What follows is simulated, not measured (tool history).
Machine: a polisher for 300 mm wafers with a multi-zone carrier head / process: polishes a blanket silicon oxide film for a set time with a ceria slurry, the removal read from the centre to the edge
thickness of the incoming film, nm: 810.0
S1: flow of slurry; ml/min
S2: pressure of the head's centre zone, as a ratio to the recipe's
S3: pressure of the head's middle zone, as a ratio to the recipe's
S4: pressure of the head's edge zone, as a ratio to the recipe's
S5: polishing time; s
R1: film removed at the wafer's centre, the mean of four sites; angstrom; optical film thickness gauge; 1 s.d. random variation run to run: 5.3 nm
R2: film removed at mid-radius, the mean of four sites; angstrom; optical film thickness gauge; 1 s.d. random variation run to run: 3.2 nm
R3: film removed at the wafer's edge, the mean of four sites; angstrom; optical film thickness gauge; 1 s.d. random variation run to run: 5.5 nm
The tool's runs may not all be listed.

run  hour   S1    S2    S3    S4  S5      R1      R2      R3
  1   0.0  170  1.00  1.00  1.00  39  2926.2  2983.3  3023.3
  2   7.7  170  1.00  1.06  1.00  39  2931.3  3097.3  2991.0
  3  13.6  175  1.02  1.06  1.02  40  3082.5  3171.3  3058.4
  4  14.4  175  1.02  1.06  0.94  40  3156.4  3179.6  2878.7
  5  18.6  175  1.08  1.06  0.94  40  3318.6  3223.9  2995.6
  6  20.5  180  1.10  1.05  0.95  41  3435.3  3286.8  3013.3
  7  28.2  180  1.11  1.03  0.96  42  3578.3  3325.0  3089.6
  8  31.0  180  1.12  1.02  0.99  43  3608.3  3357.3  3223.4
  9  37.5  185  1.13  1.01  1.00  44  3783.2  3358.3  3426.8

The next listed run, before its measurement:
 10  44.9  190  1.14  1.02  1.01  45   ?   ?   ?

{"run 10": {"R1": 3941.6, "R2": 3546.0, "R3": 3521.4}}
